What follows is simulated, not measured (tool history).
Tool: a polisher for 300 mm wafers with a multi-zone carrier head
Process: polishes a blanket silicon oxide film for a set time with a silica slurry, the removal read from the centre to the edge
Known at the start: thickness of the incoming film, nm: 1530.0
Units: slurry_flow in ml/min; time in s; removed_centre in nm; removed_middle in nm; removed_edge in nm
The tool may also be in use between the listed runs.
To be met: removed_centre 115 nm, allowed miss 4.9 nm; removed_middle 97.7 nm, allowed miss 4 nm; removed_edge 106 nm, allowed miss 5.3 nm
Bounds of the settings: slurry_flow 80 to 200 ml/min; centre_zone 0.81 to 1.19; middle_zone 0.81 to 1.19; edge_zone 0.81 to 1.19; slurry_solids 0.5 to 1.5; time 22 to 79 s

{"run": 1, "hour": 0.0, "slurry_flow": 130, "centre_zone": 1, "middle_zone": 1, "edge_zone": 1, "slurry_solids": 1, "time": 50, "removed_centre": 217.32, "removed_middle": 225.29, "removed_edge": 218}
{"run": 2, "hour": 1.4, "slurry_flow": 130, "centre_zone": 1, "middle_zone": 1, "edge_zone": 1.06, "slurry_solids": 1, "time": 50, "removed_centre": 212.2, "removed_middle": 227.76, "removed_edge": 226.81}
{"run": 3, "hour": 4.4, "slurry_flow": 110, "centre_zone": 1, "middle_zone": 1, "edge_zone": 1.06, "slurry_solids": 1, "time": 50, "removed_centre": 210.31, "removed_middle": 222.81, "removed_edge": 216.54}
{"run": 4, "hour": 5.7, "slurry_flow": 105, "centre_zone": 1.01, "middle_zone": 0.96, "edge_zone": 1.04, "slurry_solids": 0.9, "time": 45, "removed_centre": 179.32, "removed_middle": 183.08, "removed_edge": 191.06}
{"run": 5, "hour": 10.8, "slurry_flow": 100, "centre_zone": 1.04, "middle_zone": 0.95, "edge_zone": 1, "slurry_solids": 0.8, "time": 41, "removed_centre": 159.78, "removed_middle": 158.9, "removed_edge": 156.9}
{"run": 6, "hour": 15.0, "slurry_flow": 100, "centre_zone": 1.04, "middle_zone": 0.95, "edge_zone": 1.05, "slurry_solids": 0.8, "time": 41, "removed_centre": 163.21, "removed_middle": 155.04, "removed_edge": 168.21}
{"run": 7, "hour": 20.2, "slurry_flow": 90, "centre_zone": 1.11, "middle_zone": 0.85, "edge_zone": 0.97, "slurry_solids": 0.55, "time": 27, "removed_centre": 97.327, "removed_middle": 80.348, "removed_edge": 92.46}
{"run": 8, "hour": 22.7, "slurry_flow": 105, "centre_zone": 1.11, "middle_zone": 0.86, "edge_zone": 0.98, "slurry_solids": 0.55, "time": 27, "removed_centre": 104.62, "removed_middle": 85.601, "removed_edge": 92.784}
{"run": 9, "hour": 31.4, "slurry_flow": 110, "centre_zone": 1.1, "middle_zone": 0.87, "edge_zone": 1.01, "slurry_solids": 0.55, "time": 27, "removed_centre": 105.04, "removed_middle": 85.439, "removed_edge": 99.331}
{"run": 10, "hour": 33.9, "slurry_flow": 110, "centre_zone": 1.1, "middle_zone": 0.87, "edge_zone": 1.01, "slurry_solids": 0.55, "time": 27, "removed_centre": 104.17, "removed_middle": 85.149, "removed_edge": 97.781}
{"run": 11, "hour": 36.9, "slurry_flow": 120, "centre_zone": 1.09, "middle_zone": 0.88, "edge_zone": 1.02, "slurry_solids": 0.55, "time": 27, "removed_centre": 103.49, "removed_middle": 92.219, "removed_edge": 97.043}
{"run": 12, "hour": 41.4, "slurry_flow": 120, "centre_zone": 1.09, "middle_zone": 0.88, "edge_zone": 1.02, "slurry_solids": 0.55, "time": 27, "removed_centre": 106.01, "removed_middle": 87.931, "removed_edge": 100.59}
{"run": 13, "hour": 45.3, "slurry_flow": 125, "centre_zone": 1.09, "middle_zone": 0.89, "edge_zone": 1.02, "slurry_solids": 0.55, "time": 27, "removed_centre": 106.12, "removed_middle": 90.912, "removed_edge": 96.721}
{"run": 14, "hour": 51.2, "slurry_flow": 130, "centre_zone": 1.09, "middle_zone": 0.9, "edge_zone": 1.04, "slurry_solids": 0.55, "time": 27, "removed_centre": 105.52, "removed_middle": 90.203, "removed_edge": 100.15}
{"run": 15, "hour": 57.5, "slurry_flow": 135, "centre_zone": 1.1, "middle_zone": 0.91, "edge_zone": 1.05, "slurry_solids": 0.55, "time": 27, "removed_centre": 106.26, "removed_middle": 94.977, "removed_edge": 101.37}
{"run": 16, "hour": 63.5, "slurry_flow": 135, "centre_zone": 1.11, "middle_zone": 0.91, "edge_zone": 1.05, "slurry_solids": 0.55, "time": 27, "removed_centre": 110.68, "removed_middle": 95.102, "removed_edge": 98.955}
{"run": 17, "hour": 72.3, "slurry_flow": 135, "centre_zone": 1.11, "middle_zone": 0.91, "edge_zone": 1.06, "slurry_solids": 0.55, "time": 27, "removed_centre": 109.05, "removed_middle": 93.908, "removed_edge": 102.26}

Which of these 4 next moves meets every target?
{"run": "A", "hour": 81.1, "slurry_flow": 120, "centre_zone": 1.03, "middle_zone": 0.81, "edge_zone": 1.15, "slurry_solids": 0.65, "time": 30, "removed_centre": "?", "removed_middle": "?", "removed_edge": "?"}
{"run": "B", "hour": 81.1, "slurry_flow": 120, "centre_zone": 1.03, "middle_zone": 0.95, "edge_zone": 0.87, "slurry_solids": 0.6, "time": 27, "removed_centre": "?", "removed_middle": "?", "removed_edge": "?"}
{"run": "C", "hour": 81.1, "slurry_flow": 150, "centre_zone": 1.14, "middle_zone": 0.93, "edge_zone": 1.1, "slurry_solids": 0.6, "time": 26, "removed_centre": "?", "removed_middle": "?", "removed_edge": "?"}
{"run": "D", "hour": 81.1, "slurry_flow": 125, "centre_zone": 1.05, "middle_zone": 0.83, "edge_zone": 1.11, "slurry_solids": 0.7, "time": 28, "removed_centre": "?", "removed_middle": "?", "removed_edge": "?"}

move=A removed_centre=117.08 removed_middle=99.506 removed_edge=123.24
move=B removed_centre=102.9 removed_middle=99.711 removed_edge=94.386
move=C removed_centre=115.4 removed_middle=98.526 removed_edge=104.96
move=D removed_centre=115.17 removed_middle=97.799 removed_edge=116.28
A: brings the result that was furthest off to its target, and leaves another outside
B: further off than the last run
C: meets every target
D: brings the result that was furthest off to its target, and leaves another outside
Move C is the one to make.

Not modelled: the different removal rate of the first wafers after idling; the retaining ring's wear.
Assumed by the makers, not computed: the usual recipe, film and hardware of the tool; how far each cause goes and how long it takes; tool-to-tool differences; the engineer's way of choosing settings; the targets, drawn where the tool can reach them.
